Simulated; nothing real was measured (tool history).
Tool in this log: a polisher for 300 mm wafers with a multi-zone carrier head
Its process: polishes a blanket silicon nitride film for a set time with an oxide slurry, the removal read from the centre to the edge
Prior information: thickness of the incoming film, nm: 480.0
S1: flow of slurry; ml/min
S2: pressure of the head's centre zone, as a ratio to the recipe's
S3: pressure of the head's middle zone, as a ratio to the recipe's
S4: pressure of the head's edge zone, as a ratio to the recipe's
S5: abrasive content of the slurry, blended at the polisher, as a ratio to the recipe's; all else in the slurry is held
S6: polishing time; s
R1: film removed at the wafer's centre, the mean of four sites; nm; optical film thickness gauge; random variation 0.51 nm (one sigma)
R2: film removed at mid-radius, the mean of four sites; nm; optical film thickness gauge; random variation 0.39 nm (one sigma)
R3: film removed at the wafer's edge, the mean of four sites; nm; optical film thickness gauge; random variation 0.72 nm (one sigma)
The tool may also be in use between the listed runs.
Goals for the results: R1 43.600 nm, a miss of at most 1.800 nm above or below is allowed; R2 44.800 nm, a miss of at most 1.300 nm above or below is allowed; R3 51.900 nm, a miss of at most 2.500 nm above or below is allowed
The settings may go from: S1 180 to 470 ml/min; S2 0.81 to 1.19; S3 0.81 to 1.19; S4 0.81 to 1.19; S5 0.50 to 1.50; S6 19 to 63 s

run,hour,S1,S2,S3,S4,S5,S6,R1,R2,R3
1,0.0,300,1.00,1.00,1.00,1.00,41,32.892,32.500,33.919
2,8.0,295,0.99,0.99,1.04,1.15,42,35.745,35.159,37.849
3,15.2,295,1.03,0.99,1.04,1.15,42,36.209,34.946,36.863
4,22.2,230,1.03,0.99,1.04,1.15,42,35.552,33.983,37.364
5,28.7,230,1.03,0.99,1.04,1.15,37,31.710,30.534,32.363
6,35.0,220,1.01,0.99,1.06,1.25,40,34.476,33.342,37.422
7,43.0,210,1.00,1.01,1.07,1.30,42,36.576,36.242,38.971
8,50.6,215,0.98,1.00,1.09,1.35,44,37.987,37.946,42.450
9,56.8,220,0.97,1.00,1.11,1.40,45,38.451,40.142,43.015
10,65.4,210,0.96,0.98,1.11,1.45,47,41.907,40.915,46.351
11,68.8,210,0.96,0.98,1.11,1.45,47,41.509,41.642,46.469
12,69.8,205,0.95,0.98,1.13,1.45,48,40.994,42.133,46.061
13,72.7,200,0.92,0.98,1.08,1.45,49,40.711,43.188,48.199
14,76.3,200,0.92,0.98,1.08,1.45,49,39.823,43.129,47.115
15,77.1,195,0.92,0.97,1.09,1.45,50,41.242,43.593,48.846
16,85.8,190,0.92,0.96,1.09,1.45,51,42.457,43.939,48.538

4 next moves are on the table. One of them brings every result within its allowed miss. Which?
A,94.5,250,1.01,1.06,1.08,0.95,57,?,?,?
B,94.5,200,1.11,1.03,1.05,1.00,58,?,?,?
C,94.5,180,0.91,1.00,1.09,1.35,55,?,?,?
D,94.5,225,0.90,0.91,1.10,1.50,52,?,?,?

move,R1,R2,R3
A,44.384,45.259,46.206
B,49.478,45.310,46.980
C,43.824,47.484,51.096
D,43.670,44.713,51.309
A: its largest miss is bigger than the last run's
B: its largest miss is bigger than the last run's
C: brings the result that was furthest off to its target, and leaves another outside
D: all results in spec
Go with D: it meets all targets.
